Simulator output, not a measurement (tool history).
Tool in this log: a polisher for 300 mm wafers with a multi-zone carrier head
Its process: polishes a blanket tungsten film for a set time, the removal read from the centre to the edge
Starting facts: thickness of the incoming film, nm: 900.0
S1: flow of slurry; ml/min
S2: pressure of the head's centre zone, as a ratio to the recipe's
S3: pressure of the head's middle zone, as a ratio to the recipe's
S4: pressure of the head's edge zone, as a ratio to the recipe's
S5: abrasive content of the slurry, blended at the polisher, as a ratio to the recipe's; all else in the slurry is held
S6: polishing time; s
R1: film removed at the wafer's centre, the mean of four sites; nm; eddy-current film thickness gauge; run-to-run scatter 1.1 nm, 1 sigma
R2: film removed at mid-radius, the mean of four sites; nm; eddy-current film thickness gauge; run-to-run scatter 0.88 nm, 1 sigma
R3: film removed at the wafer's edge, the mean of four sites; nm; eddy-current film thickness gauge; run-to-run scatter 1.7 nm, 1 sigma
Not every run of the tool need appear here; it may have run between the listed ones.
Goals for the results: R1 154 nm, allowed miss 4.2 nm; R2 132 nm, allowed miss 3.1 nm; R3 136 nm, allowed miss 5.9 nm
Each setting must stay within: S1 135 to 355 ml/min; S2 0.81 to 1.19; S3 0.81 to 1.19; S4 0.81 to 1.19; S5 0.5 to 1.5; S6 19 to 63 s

run,hour,S1,S2,S3,S4,S5,S6,R1,R2,R3
1,0,225,1,1,1,1,41,150.68,146.25,152.16
2,4.4,220,1.01,0.99,0.98,1,41,148.73,147.19,149.32
3,8.6,220,1.01,0.99,0.98,0.9,41,146.08,141.48,148.06
4,9.9,220,1.03,0.98,0.96,0.9,41,148.14,140.46,147.59
5,17.2,220,1.03,0.98,0.91,0.9,41,150.01,141.5,144.69
6,18.8,220,1.04,0.97,0.89,0.9,41,148.6,138.42,142.08
7,25.2,220,1.05,0.96,0.88,0.9,41,149.97,137.9,140.12
8,25.9,220,1.06,0.95,0.88,0.9,41,155.51,137.72,142.55
9,28.9,215,1.06,0.95,0.87,0.9,41,153.27,136.07,139.27
10,37.2,210,1.06,0.95,0.87,0.9,41,152.06,136.02,136.98
11,43.3,210,1.06,0.94,0.87,0.9,41,154.49,134.97,140.67

Consider the 4 candidate settings below. Which is the only one whose results all fall within their allowed miss of target?
A,49.4,200,1.11,0.95,0.89,0.9,40,?,?,?
B,49.4,200,1.06,0.97,0.88,0.9,42,?,?,?
C,49.4,185,1.12,1.06,0.82,1,38,?,?,?
D,49.4,205,1.13,1.03,0.81,1.5,35,?,?,?

move,R1,R2,R3
A,154.6,132.38,136.72
B,154.98,141.25,142.89
C,150.74,139.16,128.19
D,157.9,141.12,131.9
A: all results in spec
B: further off than the last run
C: further off than the last run
D: further off than the last run
Correct choice: A, which meets every target

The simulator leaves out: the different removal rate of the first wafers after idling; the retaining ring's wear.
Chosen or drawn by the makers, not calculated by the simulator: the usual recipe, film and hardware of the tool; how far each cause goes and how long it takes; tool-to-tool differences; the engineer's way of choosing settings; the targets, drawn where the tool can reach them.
